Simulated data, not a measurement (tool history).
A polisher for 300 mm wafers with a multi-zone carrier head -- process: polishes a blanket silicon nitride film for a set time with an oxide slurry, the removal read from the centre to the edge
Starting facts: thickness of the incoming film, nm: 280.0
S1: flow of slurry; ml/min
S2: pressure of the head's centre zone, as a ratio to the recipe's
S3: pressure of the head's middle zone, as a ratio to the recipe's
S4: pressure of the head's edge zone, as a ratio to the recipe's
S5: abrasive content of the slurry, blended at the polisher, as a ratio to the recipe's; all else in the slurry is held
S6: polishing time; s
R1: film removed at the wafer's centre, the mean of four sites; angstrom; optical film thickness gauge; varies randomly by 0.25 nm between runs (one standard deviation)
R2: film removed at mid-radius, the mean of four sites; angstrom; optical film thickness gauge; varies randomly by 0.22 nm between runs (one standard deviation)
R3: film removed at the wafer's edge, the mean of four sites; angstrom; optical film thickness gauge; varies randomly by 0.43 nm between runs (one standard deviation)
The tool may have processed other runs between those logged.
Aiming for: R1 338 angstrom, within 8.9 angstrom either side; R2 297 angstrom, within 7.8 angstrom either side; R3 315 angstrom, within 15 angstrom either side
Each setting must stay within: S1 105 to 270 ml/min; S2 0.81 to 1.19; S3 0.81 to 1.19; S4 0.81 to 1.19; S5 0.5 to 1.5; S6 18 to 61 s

run,hour,S1,S2,S3,S4,S5,S6,R1,R2,R3
1,0,175,1,1,1,1,39,407.43,403.48,396.99
2,5.5,175,1,1,0.94,1,39,409.03,400.46,389.96
3,11.8,160,1,1,0.94,1,39,398.38,392.12,383.75
4,15,160,1,1,0.94,1.1,39,420.25,416.58,405.09
5,22,160,1,0.97,0.92,1,39,399.44,388.14,377.06
6,24.1,150,1,0.93,0.93,0.95,39,379.3,360.68,365.87
7,25.8,145,1,0.9,0.91,0.9,39,361.12,336.95,345.21
8,31.6,140,1,0.88,0.9,0.9,39,357.46,331.85,348.72
9,39.7,135,1.01,0.87,0.88,0.85,39,347.09,314.46,330.26
10,41.5,130,1.01,0.86,0.87,0.85,39,342.19,305.39,330.72
11,47.5,130,1.01,0.86,0.86,0.85,39,342.21,309.24,325.32
12,52.9,110,1.02,0.83,0.83,0.85,39,326.12,287.8,314.18

Which single option among these 4 for the next run brings every result within its allowed miss of target? Just one does.
A,58.3,130,1.08,0.94,0.81,0.75,37,?,?,?
B,58.3,105,0.86,0.81,0.88,0.95,42,?,?,?
C,58.3,110,1.02,0.81,0.88,0.65,53,?,?,?
D,58.3,120,1.03,0.85,0.81,0.75,42,?,?,?

move,R1,R2,R3
A,321.28,282.2,281.39
B,315.04,320.73,366.89
C,367.46,313.99,357.74
D,339.1,294.34,314.95
A: its largest miss is bigger than the last run's
B: its largest miss is bigger than the last run's
C: pushes the last run's worst result past its target
D: in spec on every target
Go with D: it meets all targets.
